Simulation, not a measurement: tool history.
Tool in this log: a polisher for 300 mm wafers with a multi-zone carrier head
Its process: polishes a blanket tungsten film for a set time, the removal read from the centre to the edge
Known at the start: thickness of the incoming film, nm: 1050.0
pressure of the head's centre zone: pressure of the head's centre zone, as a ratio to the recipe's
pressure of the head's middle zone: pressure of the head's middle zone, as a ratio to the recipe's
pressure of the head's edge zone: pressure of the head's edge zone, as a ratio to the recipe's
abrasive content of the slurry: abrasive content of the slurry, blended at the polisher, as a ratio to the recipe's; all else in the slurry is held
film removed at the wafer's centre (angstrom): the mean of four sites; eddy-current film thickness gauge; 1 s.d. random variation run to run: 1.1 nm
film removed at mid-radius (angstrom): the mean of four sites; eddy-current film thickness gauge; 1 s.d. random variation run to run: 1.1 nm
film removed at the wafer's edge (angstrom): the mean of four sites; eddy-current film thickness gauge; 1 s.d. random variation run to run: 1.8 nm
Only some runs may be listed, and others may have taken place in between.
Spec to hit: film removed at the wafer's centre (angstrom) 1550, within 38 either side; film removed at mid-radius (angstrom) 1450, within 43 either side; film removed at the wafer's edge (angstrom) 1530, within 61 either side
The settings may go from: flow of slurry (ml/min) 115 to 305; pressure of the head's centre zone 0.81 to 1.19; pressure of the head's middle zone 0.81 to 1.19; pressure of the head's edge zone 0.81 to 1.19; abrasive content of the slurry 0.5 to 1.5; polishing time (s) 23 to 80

run,hour,flow of slurry (ml/min),pressure of the head's centre zone,pressure of the head's middle zone,pressure of the head's edge zone,abrasive content of the slurry,polishing time (s),film removed at the wafer's centre (angstrom),film removed at mid-radius (angstrom),film removed at the wafer's edge (angstrom)
1,0,195,1,1,1,1,51,2008.1,2036.7,2021.8
2,4.7,195,1,0.96,1,1,51,2006.7,2005.7,1994.6
3,9.6,195,1,0.96,0.93,1,51,2016.6,1967.6,1927.2
4,18,180,0.98,0.92,0.92,0.85,50,1823.7,1807.4,1835.9
5,23.8,210,0.98,0.92,0.92,0.85,50,1896.1,1866.9,1858.1
6,24.9,180,0.98,0.92,0.92,0.85,50,1847,1780.8,1832.1
7,25.8,160,0.94,0.84,0.82,0.6,47,1480.4,1433.3,1513.8
8,29.7,165,0.95,0.84,0.82,0.6,47,1533.6,1438,1500.2
9,37.7,165,0.95,0.84,0.82,0.6,47,1517.9,1453.7,1492
10,43.6,165,0.95,0.84,0.83,0.6,47,1510,1433,1482.3

Exercise: of the 5 proposed moves below, exactly one satisfies all targets within the stated allowed misses. Which move is it?
A,49.5,165,0.95,0.89,0.81,0.5,46,?,?,?
B,49.5,225,1.08,0.91,0.88,0.5,43,?,?,?
C,49.5,115,0.96,0.85,0.88,0.85,46,?,?,?
D,49.5,155,0.97,0.89,0.82,0.7,44,?,?,?
E,49.5,135,0.97,0.83,0.81,0.65,49,?,?,?

move,film removed at the wafer's centre (angstrom),film removed at mid-radius (angstrom),film removed at the wafer's edge (angstrom)
A,1419.6,1423.7,1403.4
B,1599.9,1424,1408.3
C,1466.1,1422.9,1541.7
D,1478,1453.5,1445
E,1559,1462.4,1539.2
A: its largest miss is bigger than the last run's
B: pushes the last run's worst result past its target
C: its largest miss is bigger than the last run's
D: its largest miss is bigger than the last run's
E: all results land within tolerance of their targets
E meets every target.
